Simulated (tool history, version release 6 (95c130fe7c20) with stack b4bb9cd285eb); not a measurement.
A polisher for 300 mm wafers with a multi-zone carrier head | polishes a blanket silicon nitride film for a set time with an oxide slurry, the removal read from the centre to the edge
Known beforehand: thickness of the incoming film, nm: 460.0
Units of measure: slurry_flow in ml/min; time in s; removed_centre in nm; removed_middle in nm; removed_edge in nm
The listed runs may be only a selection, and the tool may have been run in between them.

run    day  slurry_flow  centre_zone  middle_zone  edge_zone  slurry_solids  time  removed_centre  removed_middle  removed_edge
  1      0          270            1            1          1              1    67          36.509          35.884        34.708
  2  0.054          265         0.98         0.99       0.99           0.95    65          33.497          33.364        32.549
  3  0.304          260         0.96         0.98       0.98            0.9    64          30.548          31.354        30.695
  4    0.4          260         0.96         0.98       0.93            0.9    64          31.106          31.543        29.774
  5  0.625          260         0.96         0.98       0.93              1    64          33.131           33.05        31.868
  6  0.817          260         0.96         0.98       0.93              1    48          24.547          25.065        23.976
  7  1.133          215         0.86         0.88       0.83           0.75    48          17.824          18.123        18.181
  8  1.371          225         0.86         0.88       0.84           0.75    48          17.531           18.12        18.346
  9  1.654          235         0.86         0.88       0.85           0.75    48          17.472          18.285        18.825

Run 10, settings as shown, results not yet in. Your forecast:
 10  1.779          245         0.86         0.88       0.85           0.75    48               ?               ?             ?

Run 10 measured removed_centre 18.161 nm, removed_middle 18.794 nm, removed_edge 18.879 nm.
